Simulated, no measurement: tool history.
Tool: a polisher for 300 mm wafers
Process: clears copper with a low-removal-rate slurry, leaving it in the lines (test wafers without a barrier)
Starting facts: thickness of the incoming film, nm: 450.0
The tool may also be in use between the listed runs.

run,hour,flow of slurry (ml/min),pressure of the wafer on the pad (psi),speed of the pad under the wafer (m/s),abrasive content of the slurry,overpolish time after the end point (s),time until the end point was called (s),dishing of a wide line in a test structure (angstrom)
1,0,280,3.2,0.88,1,18,197.15,286.19
2,4.2,220,3.2,0.88,1,18,197.66,280.95
3,9.1,220,3.2,0.88,0.8,18,204.38,276.09
4,17.1,220,3.2,0.88,0.8,12,198.69,183.64
5,18.3,170,3.2,0.88,0.8,12,204.75,177.75
6,20.6,170,3.2,0.88,0.8,19,211.88,286.54
# hour 21.9: slurry nozzle cleaned
7,21.9,170,3.3,0.88,0.8,20,198.06,301.95
8,24.3,170,3.3,0.88,0.8,21,203.1,317.34

Forecast run 9:
9,33.1,170,3.4,0.88,0.8,22,?,?

{"run 9": {"time until the end point was called (s)": 194.28, "dishing of a wide line in a test structure (angstrom)": 353.42}}
